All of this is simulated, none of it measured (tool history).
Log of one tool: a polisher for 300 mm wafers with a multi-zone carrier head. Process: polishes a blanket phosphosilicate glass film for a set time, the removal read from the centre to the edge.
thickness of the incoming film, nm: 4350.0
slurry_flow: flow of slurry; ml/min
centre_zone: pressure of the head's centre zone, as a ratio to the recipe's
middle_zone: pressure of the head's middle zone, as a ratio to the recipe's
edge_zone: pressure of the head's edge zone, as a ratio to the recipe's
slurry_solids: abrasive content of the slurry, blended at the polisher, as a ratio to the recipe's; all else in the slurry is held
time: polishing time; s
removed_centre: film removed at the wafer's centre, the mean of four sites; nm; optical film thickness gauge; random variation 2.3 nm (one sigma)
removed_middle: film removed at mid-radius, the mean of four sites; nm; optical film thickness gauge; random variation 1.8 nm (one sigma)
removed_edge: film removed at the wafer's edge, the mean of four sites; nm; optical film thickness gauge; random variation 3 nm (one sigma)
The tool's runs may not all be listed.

| run | hour | slurry_flow | centre_zone | middle_zone | edge_zone | slurry_solids | time | removed_centre | removed_middle | removed_edge |
|---|---|---|---|---|---|---|---|---|---|---|
| 1 | 0 | 300 | 1 | 1 | 1 | 1 | 40 | 270.95 | 266.94 | 268.38 |
| 2 | 8.9 | 295 | 1.01 | 0.98 | 0.99 | 1 | 40 | 276.3 | 261.85 | 266.27 |
| 3 | 17.7 | 290 | 1.01 | 0.96 | 0.99 | 1 | 40 | 274.03 | 257.73 | 266.38 |
| 4 | 19.8 | 290 | 1.01 | 0.96 | 0.99 | 1.1 | 40 | 282.1 | 268 | 276.12 |
| 5 | 24 | 285 | 1.01 | 0.94 | 0.99 | 1.1 | 40 | 280.89 | 263.01 | 274.06 |
| 6 | 31.4 | 285 | 1.01 | 0.94 | 0.99 | 1.2 | 40 | 294.9 | 270.57 | 280.75 |
| 7 | 32 | 285 | 1.01 | 0.94 | 0.99 | 1.2 | 40 | 293.95 | 272.08 | 284.86 |
| 8 | 35.4 | 280 | 1.02 | 0.92 | 0.99 | 1.15 | 40 | 290.35 | 260.38 | 280.86 |
| 9 | 42.6 | 275 | 1.02 | 0.91 | 0.98 | 1.15 | 40 | 290.34 | 255.11 | 277.45 |
| 10 | 49 | 275 | 1.02 | 0.91 | 0.98 | 1.15 | 40 | 287.73 | 254.43 | 277.16 |

The next listed run, before its measurement:
| 11 | 51.4 | 270 | 1.02 | 0.9 | 0.97 | 1.15 | 40 | ? | ? | ? |

Run 11 gave removed_centre 285.38 nm, removed_middle 252.45 nm, removed_edge 279.15 nm.

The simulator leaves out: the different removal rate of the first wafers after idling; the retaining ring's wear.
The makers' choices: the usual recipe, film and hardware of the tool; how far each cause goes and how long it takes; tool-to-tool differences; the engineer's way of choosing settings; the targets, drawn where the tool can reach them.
